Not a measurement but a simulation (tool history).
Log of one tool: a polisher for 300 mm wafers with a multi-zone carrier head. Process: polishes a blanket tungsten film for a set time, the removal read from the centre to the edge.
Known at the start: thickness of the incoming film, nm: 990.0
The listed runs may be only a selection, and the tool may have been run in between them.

run	hour	flow of slurry (ml/min)	pressure of the head's centre zone	pressure of the head's middle zone	pressure of the head's edge zone	abrasive content of the slurry	polishing time (s)	film removed at the wafer's centre (Å)	film removed at mid-radius (Å)	film removed at the wafer's edge (Å)
1	0	140	1	1	1	1	74	3128.8	3254.5	3200.4
2	5.5	145	1.03	1	1.01	1	74	3298.6	3232.7	3190.5
3	13.7	150	1.04	1.01	1.02	1.05	74	3427	3371.7	3252.7
4	19.1	150	1.01	1.01	1.02	1.05	74	3364.2	3335	3236.2
5	20.3	150	1.01	1.01	1.02	0.9	74	3225.7	3177.5	3102.2
6	22.9	150	1.01	1.01	1.02	0.9	87	3814.4	3752.5	3703.1
7	28.9	155	1.02	1.01	1.02	0.9	87	3759.2	3785	3674.6
8	30.8	160	1.04	1.01	1.02	0.9	87	3894.9	3733.6	3696.9
9	35.1	165	1.06	1.01	1.02	0.9	87	4048.7	3869.5	3775.8
10	39.9	170	1.08	1.01	1.02	0.85	87	4094.4	3713.4	3651.7
11	47.6	170	1.09	1.01	1.02	0.85	87	4058	3724.5	3638.3

Run 12 has not been measured yet. What should we expect?
12	51.9	175	1.1	1.01	1.02	0.85	87	?	?	?

film removed at the wafer's centre (Å): 4108
film removed at mid-radius (Å): 3699.7
film removed at the wafer's edge (Å): 3622.8

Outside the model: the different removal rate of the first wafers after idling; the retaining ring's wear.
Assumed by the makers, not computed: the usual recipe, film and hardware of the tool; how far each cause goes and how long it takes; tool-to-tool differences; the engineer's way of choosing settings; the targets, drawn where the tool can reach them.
